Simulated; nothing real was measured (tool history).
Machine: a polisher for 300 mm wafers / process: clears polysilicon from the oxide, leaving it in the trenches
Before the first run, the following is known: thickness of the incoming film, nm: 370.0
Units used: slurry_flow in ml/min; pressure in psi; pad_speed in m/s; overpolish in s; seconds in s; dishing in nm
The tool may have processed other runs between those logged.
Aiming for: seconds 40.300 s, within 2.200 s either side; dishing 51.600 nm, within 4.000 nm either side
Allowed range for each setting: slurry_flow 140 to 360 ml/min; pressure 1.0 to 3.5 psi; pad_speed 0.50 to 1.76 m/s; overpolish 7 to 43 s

Run 1, hour 0.0: slurry_flow 230 ml/min, pressure 2.2 psi, pad_speed 1.12 m/s, overpolish 22 s. Result: seconds 27.530 s, dishing 79.888 nm.
Run 2, hour 3.4: slurry_flow 230 ml/min, pressure 2.2 psi, pad_speed 1.12 m/s, overpolish 28 s. Result: seconds 27.949 s, dishing 84.469 nm.
Run 3, hour 10.1: slurry_flow 230 ml/min, pressure 1.7 psi, pad_speed 1.12 m/s, overpolish 28 s. Result: seconds 34.699 s, dishing 81.883 nm.
Run 4, hour 17.3: slurry_flow 275 ml/min, pressure 1.7 psi, pad_speed 1.12 m/s, overpolish 28 s. Result: seconds 33.834 s, dishing 79.965 nm.
Run 5, hour 22.4: slurry_flow 275 ml/min, pressure 2.0 psi, pad_speed 1.12 m/s, overpolish 28 s. Result: seconds 28.858 s, dishing 83.055 nm.
Run 6, hour 31.3: slurry_flow 235 ml/min, pressure 2.0 psi, pad_speed 1.12 m/s, overpolish 28 s. Result: seconds 29.282 s, dishing 85.497 nm.
Run 7, hour 32.0: slurry_flow 270 ml/min, pressure 1.7 psi, pad_speed 1.18 m/s, overpolish 22 s. Result: seconds 31.992 s, dishing 82.107 nm.
Run 8, hour 36.1: slurry_flow 295 ml/min, pressure 1.9 psi, pad_speed 0.98 m/s, overpolish 18 s. Result: seconds 34.291 s, dishing 78.979 nm.
Run 9, hour 43.9: slurry_flow 315 ml/min, pressure 1.9 psi, pad_speed 0.90 m/s, overpolish 15 s. Result: seconds 35.862 s, dishing 74.098 nm.
Run 10, hour 44.9: slurry_flow 330 ml/min, pressure 2.0 psi, pad_speed 0.78 m/s, overpolish 13 s. Result: seconds 39.540 s, dishing 67.748 nm.
Run 11, hour 46.7: slurry_flow 340 ml/min, pressure 2.2 psi, pad_speed 0.70 m/s, overpolish 11 s. Result: seconds 39.381 s, dishing 59.911 nm.
Run 12, hour 50.2: slurry_flow 345 ml/min, pressure 2.3 psi, pad_speed 0.66 m/s, overpolish 10 s. Result: seconds 39.266 s, dishing 56.489 nm.
Run 13, hour 52.2: slurry_flow 345 ml/min, pressure 2.3 psi, pad_speed 0.64 m/s, overpolish 10 s. Result: seconds 40.078 s, dishing 59.724 nm.

Next run, 5 choices. One meets every target within its allowed miss, the rest don't. Which?
Run A, hour 54.2: slurry_flow 335 ml/min, pressure 1.8 psi, pad_speed 0.82 m/s, overpolish 14 s. Result: seconds ?, dishing ?.
Run B, hour 54.2: slurry_flow 360 ml/min, pressure 3.1 psi, pad_speed 0.50 m/s, overpolish 11 s. Result: seconds ?, dishing ?.
Run C, hour 54.2: slurry_flow 320 ml/min, pressure 1.6 psi, pad_speed 1.00 m/s, overpolish 15 s. Result: seconds ?, dishing ?.
Run D, hour 54.2: slurry_flow 355 ml/min, pressure 2.9 psi, pad_speed 0.50 m/s, overpolish 8 s. Result: seconds ?, dishing ?.
Run E, hour 54.2: slurry_flow 330 ml/min, pressure 1.7 psi, pad_speed 0.88 m/s, overpolish 11 s. Result: seconds ?, dishing ?.

move  seconds  dishing
   A   40.435   67.337
   B   36.617   63.386
   C   37.975   70.702
   D   38.977   51.880
   E   40.094   60.729
A: further off than the last run
B: further off than the last run
C: further off than the last run
D: meets every target
E: further off than the last run
D is the move that brings every result within its allowed miss.
